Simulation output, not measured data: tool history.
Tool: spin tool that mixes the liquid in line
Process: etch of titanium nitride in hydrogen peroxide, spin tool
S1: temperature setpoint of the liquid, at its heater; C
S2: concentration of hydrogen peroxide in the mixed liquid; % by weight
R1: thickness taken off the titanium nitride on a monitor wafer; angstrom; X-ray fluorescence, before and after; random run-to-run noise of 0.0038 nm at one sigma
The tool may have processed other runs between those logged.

{"run": 1, "hour": 0.0, "S1": 49, "S2": 15.5, "time under the liquid (s)": 60, "R1": 24.005}
{"run": 2, "hour": 6.4, "S1": 43.5, "S2": 14.5, "time under the liquid (s)": 55, "R1": 14.24}
{"run": 3, "hour": 14.7, "S1": 40.5, "S2": 14.5, "time under the liquid (s)": 55, "R1": 11.439}
{"run": 4, "hour": 15.9, "S1": 38, "S2": 14.5, "time under the liquid (s)": 55, "R1": 9.3016}
{"run": 5, "hour": 18.0, "S1": 44, "S2": 14.5, "time under the liquid (s)": 55, "R1": 14.989}
{"run": 6, "hour": 18.8, "S1": 44, "S2": 14.5, "time under the liquid (s)": 60, "R1": 16.288}
{"run": 7, "hour": 22.6, "S1": 40.5, "S2": 14.5, "time under the liquid (s)": 60, "R1": 12.425}
{"run": 8, "hour": 26.3, "S1": 38, "S2": 14, "time under the liquid (s)": 60, "R1": 10.172}
{"run": 9, "hour": 27.9, "S1": 36.5, "S2": 14, "time under the liquid (s)": 60, "R1": 9.0274}
{"run": 10, "hour": 32.2, "S1": 35.5, "S2": 14, "time under the liquid (s)": 60, "R1": 8.404}
{"run": 11, "hour": 34.6, "S1": 34.5, "S2": 14, "time under the liquid (s)": 60, "R1": 7.6813}
{"run": 12, "hour": 40.6, "S1": 34, "S2": 14, "time under the liquid (s)": 60, "R1": 7.4415}
{"run": 13, "hour": 43.9, "S1": 33.5, "S2": 14, "time under the liquid (s)": 60, "R1": 7.1178}

Run 14 has not been measured yet. What should we expect?
{"run": 14, "hour": 52.1, "S1": 33.5, "S2": 14, "time under the liquid (s)": 60, "R1": "?"}

Run 14 gave R1 7.219 angstrom.
